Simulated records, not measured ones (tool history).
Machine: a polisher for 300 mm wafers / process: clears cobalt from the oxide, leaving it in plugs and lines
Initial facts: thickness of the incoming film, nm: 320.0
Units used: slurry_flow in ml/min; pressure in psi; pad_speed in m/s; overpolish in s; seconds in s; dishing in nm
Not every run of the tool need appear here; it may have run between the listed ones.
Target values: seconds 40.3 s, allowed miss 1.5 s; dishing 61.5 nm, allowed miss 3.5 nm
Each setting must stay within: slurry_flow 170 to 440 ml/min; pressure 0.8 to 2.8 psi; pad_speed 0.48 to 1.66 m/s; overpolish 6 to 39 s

run 1 day=0 | slurry_flow=280 pressure=1.8 pad_speed=1.06 overpolish=20 | seconds=77.48 dishing=50.385
run 2 day=0.062 | slurry_flow=280 pressure=2.1 pad_speed=1.1 overpolish=18 | seconds=66.315 dishing=52.019
run 3 day=0.429 | slurry_flow=285 pressure=2.3 pad_speed=1.18 overpolish=17 | seconds=56.651 dishing=54.128
run 4 day=0.617 | slurry_flow=285 pressure=2.5 pad_speed=1.22 overpolish=17 | seconds=51.096 dishing=57.403
run 5 day=0.796 | slurry_flow=285 pressure=2.5 pad_speed=1.22 overpolish=11 | seconds=50.517 dishing=47.531
run 6 day=0.908 | slurry_flow=285 pressure=2.5 pad_speed=1.04 overpolish=11 | seconds=59.849 dishing=41.483
run 7 day=1.088 | slurry_flow=285 pressure=2.6 pad_speed=1.14 overpolish=12 | seconds=52.427 dishing=47.28
run 8 day=1.217 | slurry_flow=285 pressure=2.7 pad_speed=1.2 overpolish=13 | seconds=48.757 dishing=50.66
run 9 day=1.592 | slurry_flow=290 pressure=2.7 pad_speed=1.26 overpolish=14 | seconds=45.977 dishing=54.834
run 10 day=1.8 | slurry_flow=290 pressure=2.7 pad_speed=1.3 overpolish=14 | seconds=45.501 dishing=55.626
run 11 day=2.117 | slurry_flow=290 pressure=2.7 pad_speed=1.34 overpolish=14 | seconds=43.238 dishing=58.115
run 12 day=2.442 | slurry_flow=290 pressure=2.7 pad_speed=1.36 overpolish=14 | seconds=41.805 dishing=56.734
run 13 day=2.5 | slurry_flow=290 pressure=2.7 pad_speed=1.36 overpolish=15 | seconds=42.725 dishing=58.347
run 14 day=2.608 | slurry_flow=290 pressure=2.7 pad_speed=1.38 overpolish=15 | seconds=42.678 dishing=59.57

Which of these 5 next moves meets every target?
run A day=2.717 | slurry_flow=190 pressure=2.7 pad_speed=1.52 overpolish=17 | seconds=? dishing=?
run B day=2.717 | slurry_flow=335 pressure=2.6 pad_speed=1.22 overpolish=18 | seconds=? dishing=?
run C day=2.717 | slurry_flow=335 pressure=2.7 pad_speed=1.26 overpolish=14 | seconds=? dishing=?
run D day=2.717 | slurry_flow=320 pressure=2.5 pad_speed=1.42 overpolish=19 | seconds=? dishing=?
run E day=2.717 | slurry_flow=315 pressure=2.8 pad_speed=1.34 overpolish=12 | seconds=? dishing=?

move=A seconds=41.569 dishing=62.996
move=B seconds=49.246 dishing=60.678
move=C seconds=46.1 dishing=56.238
move=D seconds=44.266 dishing=64.008
move=E seconds=42.274 dishing=54.5
A: all results land within tolerance of their targets
B: further off than the last run
C: further off than the last run
D: further off than the last run
E: further off than the last run
So the answer is move A, the one that meets all the targets.
